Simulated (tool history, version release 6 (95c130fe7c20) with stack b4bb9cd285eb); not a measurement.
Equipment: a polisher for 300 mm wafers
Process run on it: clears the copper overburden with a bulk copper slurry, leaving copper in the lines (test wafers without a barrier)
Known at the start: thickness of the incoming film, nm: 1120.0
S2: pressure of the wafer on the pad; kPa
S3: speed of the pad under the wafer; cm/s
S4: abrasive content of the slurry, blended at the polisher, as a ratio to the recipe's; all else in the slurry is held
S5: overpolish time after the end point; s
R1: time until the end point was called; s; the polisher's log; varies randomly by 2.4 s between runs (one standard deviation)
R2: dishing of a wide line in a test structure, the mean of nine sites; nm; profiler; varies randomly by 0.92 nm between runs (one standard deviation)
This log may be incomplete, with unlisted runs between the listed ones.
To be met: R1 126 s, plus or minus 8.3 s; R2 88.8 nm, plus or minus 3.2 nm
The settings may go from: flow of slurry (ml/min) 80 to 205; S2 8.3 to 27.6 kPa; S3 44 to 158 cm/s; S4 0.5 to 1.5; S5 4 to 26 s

{"run": 1, "hour": 0.0, "flow of slurry (ml/min)": 135, "S2": 17.9, "S3": 100, "S4": 1, "S5": 13, "R1": 172.43, "R2": 54.757}
{"run": 2, "hour": 2.8, "flow of slurry (ml/min)": 130, "S2": 20, "S3": 100, "S4": 1, "S5": 14, "R1": 149.66, "R2": 63.441}
{"run": 3, "hour": 4.3, "flow of slurry (ml/min)": 130, "S2": 20.7, "S3": 100, "S4": 1, "S5": 15, "R1": 146.34, "R2": 67.353}
{"run": 4, "hour": 10.6, "flow of slurry (ml/min)": 130, "S2": 20.7, "S3": 100, "S4": 0.85, "S5": 15, "R1": 152.17, "R2": 65.963}
{"run": 5, "hour": 14.0, "flow of slurry (ml/min)": 130, "S2": 20.7, "S3": 100, "S4": 0.85, "S5": 10, "R1": 151.66, "R2": 46.958}
{"hour": 16.3, "done": "worn pad replaced by a new one"}
{"run": 6, "hour": 16.3, "flow of slurry (ml/min)": 130, "S2": 20.7, "S3": 100, "S4": 0.75, "S5": 10, "R1": 145.89, "R2": 50.612}
{"run": 7, "hour": 22.4, "flow of slurry (ml/min)": 110, "S2": 23.4, "S3": 98, "S4": 0.5, "S5": 16, "R1": 151.91, "R2": 73.534}
{"run": 8, "hour": 29.9, "flow of slurry (ml/min)": 110, "S2": 23.4, "S3": 98, "S4": 0.5, "S5": 16, "R1": 139.89, "R2": 72.655}
{"run": 9, "hour": 30.9, "flow of slurry (ml/min)": 115, "S2": 25.5, "S3": 98, "S4": 0.5, "S5": 18, "R1": 136.39, "R2": 83.952}

5 candidate next runs follow, results not yet known. Just one meets every target within its allowed miss. Identify it.
{"run": "A", "hour": 31.9, "flow of slurry (ml/min)": 115, "S2": 26.2, "S3": 102, "S4": 0.5, "S5": 18, "R1": "?", "R2": "?"}
{"run": "B", "hour": 31.9, "flow of slurry (ml/min)": 140, "S2": 27.6, "S3": 100, "S4": 0.75, "S5": 14, "R1": "?", "R2": "?"}
{"run": "C", "hour": 31.9, "flow of slurry (ml/min)": 95, "S2": 24.8, "S3": 142, "S4": 0.55, "S5": 15, "R1": "?", "R2": "?"}
{"run": "D", "hour": 31.9, "flow of slurry (ml/min)": 85, "S2": 27.6, "S3": 126, "S4": 0.5, "S5": 14, "R1": "?", "R2": "?"}
{"run": "E", "hour": 31.9, "flow of slurry (ml/min)": 125, "S2": 26.2, "S3": 116, "S4": 0.55, "S5": 14, "R1": "?", "R2": "?"}

move=A R1=126.82 R2=88.135
move=B R1=108.64 R2=82.744
move=C R1=105.9 R2=87.471
move=D R1=110.55 R2=81.703
move=E R1=111.04 R2=81.03
A: each result inside its tolerance
B: moves away from the targets compared with the last run
C: the furthest-off result lands on target, but another misses its tolerance
D: moves away from the targets compared with the last run
E: moves away from the targets compared with the last run
The move that meets every target is A.
